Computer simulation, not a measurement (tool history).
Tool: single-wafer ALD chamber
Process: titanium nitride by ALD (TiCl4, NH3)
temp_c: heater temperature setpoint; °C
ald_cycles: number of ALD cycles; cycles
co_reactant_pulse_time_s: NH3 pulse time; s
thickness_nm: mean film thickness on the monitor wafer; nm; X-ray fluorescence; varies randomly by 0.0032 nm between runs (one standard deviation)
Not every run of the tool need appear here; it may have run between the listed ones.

Run 1, hour 0: temp_c 385 °C, ald_cycles 74 cycles, co_reactant_pulse_time_s 1.85 s. Result: thickness_nm 1.5684 nm.
Run 2, hour 5.6: temp_c 394 °C, ald_cycles 74 cycles, co_reactant_pulse_time_s 1.85 s. Result: thickness_nm 1.581 nm.
Run 3, hour 11: temp_c 394 °C, ald_cycles 77 cycles, co_reactant_pulse_time_s 1.85 s. Result: thickness_nm 1.6387 nm.
Run 4, hour 16.1: temp_c 394 °C, ald_cycles 77 cycles, co_reactant_pulse_time_s 1.63 s. Result: thickness_nm 1.6333 nm.
Run 5, hour 18.6: temp_c 388 °C, ald_cycles 76 cycles, co_reactant_pulse_time_s 1.46 s. Result: thickness_nm 1.5906 nm.
Run 6, hour 21.7: temp_c 388 °C, ald_cycles 74 cycles, co_reactant_pulse_time_s 1.46 s. Result: thickness_nm 1.5534 nm.
Run 7, hour 29.4: temp_c 383 °C, ald_cycles 74 cycles, co_reactant_pulse_time_s 1.32 s. Result: thickness_nm 1.5276 nm.

What does the tool deliver on the next run?
Run 8, hour 32: temp_c 380 °C, ald_cycles 74 cycles, co_reactant_pulse_time_s 1.2 s. Result: thickness_nm ?.

For run 8 the tool returned thickness_nm 1.5148 nm.

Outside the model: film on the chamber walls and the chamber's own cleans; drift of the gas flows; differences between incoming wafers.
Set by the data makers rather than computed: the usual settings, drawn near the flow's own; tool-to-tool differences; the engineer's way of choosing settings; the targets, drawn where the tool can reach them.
